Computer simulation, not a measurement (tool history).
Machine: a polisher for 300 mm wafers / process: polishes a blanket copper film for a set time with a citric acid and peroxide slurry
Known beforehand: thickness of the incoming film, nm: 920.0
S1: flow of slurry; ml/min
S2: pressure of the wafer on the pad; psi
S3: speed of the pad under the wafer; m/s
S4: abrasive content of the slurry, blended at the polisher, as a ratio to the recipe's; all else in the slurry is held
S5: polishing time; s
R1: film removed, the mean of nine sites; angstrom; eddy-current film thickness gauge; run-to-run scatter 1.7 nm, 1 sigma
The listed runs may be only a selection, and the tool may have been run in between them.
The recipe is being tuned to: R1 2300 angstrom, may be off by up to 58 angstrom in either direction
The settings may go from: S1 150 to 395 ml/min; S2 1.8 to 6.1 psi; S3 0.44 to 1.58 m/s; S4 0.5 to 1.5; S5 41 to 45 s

run 1 day=0 | S1=250 S2=3.9 S3=1 S4=1 S5=45 | R1=1166.4
run 2 day=0.121 | S1=250 S2=3.9 S3=1 S4=1.1 S5=45 | R1=1197.2
run 3 day=0.204 | S1=255 S2=4.4 S3=1.02 S4=1.1 S5=45 | R1=1399.3
run 4 day=0.279 | S1=255 S2=4.4 S3=1.02 S4=1.1 S5=41 | R1=1261.3
run 5 day=0.392 | S1=320 S2=4.4 S3=1.02 S4=1.1 S5=41 | R1=1274.4
run 6 day=0.496 | S1=320 S2=4.8 S3=1.06 S4=1.1 S5=41 | R1=1434.5
run 7 day=0.575 | S1=320 S2=5.1 S3=1.1 S4=1.1 S5=41 | R1=1569.9
run 8 day=0.854 | S1=320 S2=5.3 S3=1.14 S4=1.1 S5=41 | R1=1701.7
run 9 day=0.912 | S1=320 S2=5.5 S3=1.18 S4=1.1 S5=41 | R1=1840.6
run 10 day=0.979 | S1=335 S2=6.1 S3=1.28 S4=1.1 S5=41 | R1=2233.7

Below are 5 possible settings for the next run. Only one of them brings all results inside the allowed miss of their targets. Which is it?
run A day=1.046 | S1=330 S2=6.1 S3=1.28 S4=1 S5=44 | R1=?
run B day=1.046 | S1=320 S2=5.9 S3=1.34 S4=1.05 S5=41 | R1=?
run C day=1.046 | S1=270 S2=6.1 S3=1.2 S4=1 S5=45 | R1=?
run D day=1.046 | S1=395 S2=6.1 S3=1.08 S4=1.3 S5=43 | R1=?
run E day=1.046 | S1=365 S2=6.1 S3=1.18 S4=1 S5=43 | R1=?

move=A R1=2321.3
move=B R1=2218.8
move=C R1=2193.4
move=D R1=2109.5
move=E R1=2109.7
A: all results land within tolerance of their targets
B: further off than the last run
C: further off than the last run
D: further off than the last run
E: further off than the last run
A meets every target.
